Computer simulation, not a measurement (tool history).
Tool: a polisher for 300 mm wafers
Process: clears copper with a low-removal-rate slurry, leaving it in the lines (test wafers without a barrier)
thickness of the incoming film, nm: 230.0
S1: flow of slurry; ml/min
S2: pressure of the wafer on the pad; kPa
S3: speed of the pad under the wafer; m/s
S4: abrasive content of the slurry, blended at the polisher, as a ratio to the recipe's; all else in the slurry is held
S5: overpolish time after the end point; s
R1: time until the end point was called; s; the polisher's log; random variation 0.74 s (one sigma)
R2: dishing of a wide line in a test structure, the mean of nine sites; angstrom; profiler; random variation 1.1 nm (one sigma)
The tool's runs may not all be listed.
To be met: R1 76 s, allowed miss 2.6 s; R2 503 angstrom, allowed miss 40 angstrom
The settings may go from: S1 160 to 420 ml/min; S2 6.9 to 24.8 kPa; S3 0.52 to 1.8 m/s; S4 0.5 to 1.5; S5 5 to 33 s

| run | day | S1 | S2 | S3 | S4 | S5 | R1 | R2 |
|---|---|---|---|---|---|---|---|---|
| 1 | 0 | 270 | 15.9 | 1.16 | 1 | 17 | 87.221 | 311.89 |
| 2 | 0.129 | 270 | 15.9 | 1.16 | 0.8 | 17 | 91.77 | 295.82 |
| 3 | 0.417 | 270 | 15.9 | 1.16 | 0.8 | 18 | 88.678 | 306.77 |
| 4 | 0.612 | 270 | 15.9 | 1.16 | 0.8 | 19 | 89.196 | 327.9 |
| 5 | 0.688 | 270 | 15.9 | 1.16 | 0.8 | 20 | 90.35 | 331.44 |
| 6 | 0.954 | 300 | 15.9 | 1.16 | 0.8 | 20 | 89.341 | 351.34 |
| 7 | 1.308 | 310 | 17.2 | 1.16 | 0.8 | 22 | 82.947 | 406.47 |
| 8 | 1.688 | 310 | 17.9 | 1.16 | 0.8 | 24 | 79.759 | 453.93 |

5 next moves are on the table. One of them brings every result within its allowed miss. Which?
| A | 2.067 | 310 | 20.7 | 1.12 | 0.9 | 21 | ? | ? |
| B | 2.067 | 260 | 17.2 | 1.26 | 0.95 | 26 | ? | ? |
| C | 2.067 | 255 | 18.6 | 1.16 | 0.95 | 22 | ? | ? |
| D | 2.067 | 325 | 19.3 | 1.24 | 0.9 | 19 | ? | ? |
| E | 2.067 | 265 | 17.9 | 1.32 | 0.65 | 21 | ? | ? |

| move | R1 | R2 |
|---|---|---|
| A | 71.192 | 457.13 |
| B | 75.906 | 508.73 |
| C | 76.958 | 443.12 |
| D | 68.304 | 434.26 |
| E | 74.61 | 436.66 |
A: takes the result that was furthest off past its target
B: meets every target
C: brings the result that was furthest off to its target, and leaves another outside
D: takes the result that was furthest off past its target
E: brings the result that was furthest off to its target, and leaves another outside
Answer: B
